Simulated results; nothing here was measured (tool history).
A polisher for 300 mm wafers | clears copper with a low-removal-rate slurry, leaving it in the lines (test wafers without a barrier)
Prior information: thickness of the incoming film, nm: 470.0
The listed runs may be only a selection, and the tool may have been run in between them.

| run | day | flow of slurry (ml/min) | pressure of the wafer on the pad (psi) | speed of the pad under the wafer (m/s) | abrasive content of the slurry | overpolish time after the end point (s) | time until the end point was called (s) | dishing of a wide line in a test structure (angstrom) |
|---|---|---|---|---|---|---|---|---|
| 1 | 0.000 | 280 | 2.3 | 1.40 | 1.0 | 28 | 160.67 | 559.83 |
| 2 | 0.150 | 280 | 2.2 | 1.38 | 1.0 | 33 | 173.99 | 600.85 |
| 3 | 0.283 | 280 | 2.2 | 1.52 | 1.0 | 33 | 158.11 | 641.58 |
| 4 | 0.417 | 280 | 2.1 | 1.50 | 1.0 | 36 | 164.01 | 659.85 |
| 5 | 0.592 | 280 | 2.1 | 1.78 | 1.0 | 36 | 137.07 | 745.86 |
|  | 0.725 | slurry blender recalibrated |
| 6 | 0.725 | 280 | 2.1 | 1.78 | 1.0 | 47 | 130.53 | 932.58 |

Run 7 is up next; what results do you expect?
| 7 | 0.750 | 275 | 1.5 | 1.72 | 1.0 | 53 | ? | ? |

time until the end point was called (s): 181.64
dishing of a wide line in a test structure (angstrom): 760.99

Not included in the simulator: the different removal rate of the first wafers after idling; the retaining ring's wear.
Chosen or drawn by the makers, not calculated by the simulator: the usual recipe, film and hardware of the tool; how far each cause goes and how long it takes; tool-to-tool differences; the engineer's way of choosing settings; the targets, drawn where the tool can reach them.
